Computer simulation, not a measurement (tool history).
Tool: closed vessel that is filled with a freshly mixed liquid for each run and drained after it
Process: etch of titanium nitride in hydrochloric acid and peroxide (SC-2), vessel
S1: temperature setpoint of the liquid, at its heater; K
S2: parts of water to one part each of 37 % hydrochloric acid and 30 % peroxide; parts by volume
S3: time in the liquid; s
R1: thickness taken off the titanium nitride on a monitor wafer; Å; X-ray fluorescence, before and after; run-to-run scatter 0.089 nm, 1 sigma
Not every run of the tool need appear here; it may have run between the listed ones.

run 1 hour=0.0 | S1=321.15 S2=8.0 S3=310 | R1=82.153
run 2 hour=1.6 | S1=322.15 S2=8.0 S3=310 | R1=86.874
run 3 hour=8.1 | S1=322.15 S2=10.5 S3=310 | R1=69.676
run 4 hour=9.6 | S1=322.15 S2=9.0 S3=310 | R1=80.340
run 5 hour=18.0 | S1=322.15 S2=9.0 S3=310 | R1=80.745
run 6 hour=22.5 | S1=322.15 S2=9.0 S3=310 | R1=79.798
run 7 hour=24.1 | S1=323.15 S2=9.0 S3=310 | R1=84.803
run 8 hour=25.7 | S1=323.65 S2=9.0 S3=310 | R1=88.298
run 9 hour=28.8 | S1=324.15 S2=9.0 S3=310 | R1=91.204

Run 10 is up next; what results do you expect?
run 10 hour=37.7 | S1=324.65 S2=9.0 S3=310 | R1=?

Logged for run 10: R1 94.020 Å.
